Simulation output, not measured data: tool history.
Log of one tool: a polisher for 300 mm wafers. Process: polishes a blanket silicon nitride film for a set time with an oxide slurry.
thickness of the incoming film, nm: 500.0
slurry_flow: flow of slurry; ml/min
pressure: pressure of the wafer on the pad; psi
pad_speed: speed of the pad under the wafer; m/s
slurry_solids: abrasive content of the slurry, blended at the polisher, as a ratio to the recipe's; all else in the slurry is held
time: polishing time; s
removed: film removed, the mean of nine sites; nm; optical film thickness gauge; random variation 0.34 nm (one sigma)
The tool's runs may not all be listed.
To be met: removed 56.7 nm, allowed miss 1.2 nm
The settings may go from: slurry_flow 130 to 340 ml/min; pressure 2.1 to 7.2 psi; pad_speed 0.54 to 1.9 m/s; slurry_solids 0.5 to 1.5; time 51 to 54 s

run	hour	slurry_flow	pressure	pad_speed	slurry_solids	time	removed
1	0	220	4.6	1.22	1	51	40.621
2	3.4	230	5	1.22	1	51	43.76
3	11.5	230	5	1.22	1	54	47.063
4	19.8	230	5	1.22	1.2	54	50.288
5	21.1	230	5	1.22	1.3	54	51.823
6	24.6	230	5	1.22	1.2	54	50.223
7	32.6	230	5.2	1.22	1.2	54	51.821
8	36	235	5.3	1.22	1.2	54	53.816
9	40.9	245	5.3	1.22	1.2	54	54.042
10	45.8	255	5.3	1.22	1.2	54	54.399
11	54.2	265	5.3	1.22	1.2	54	53.836
12	56.6	265	5.4	1.22	1.2	54	55.023

5 next moves are on the table. One of them brings every result within its allowed miss. Which?
A	59	290	6.2	1.04	1.1	52	?
B	59	275	4.5	1.66	1.45	52	?
C	59	295	4.9	1.32	1.25	52	?
D	59	200	4.9	1.64	1.2	51	?
E	59	275	5.3	1.38	1.1	51	?

move	removed
A	53.163
B	58.849
C	52.099
D	55.892
E	53.771
A: further off than the last run
B: takes the result that was furthest off past its target
C: further off than the last run
D: meets every target
E: further off than the last run
Answer: D
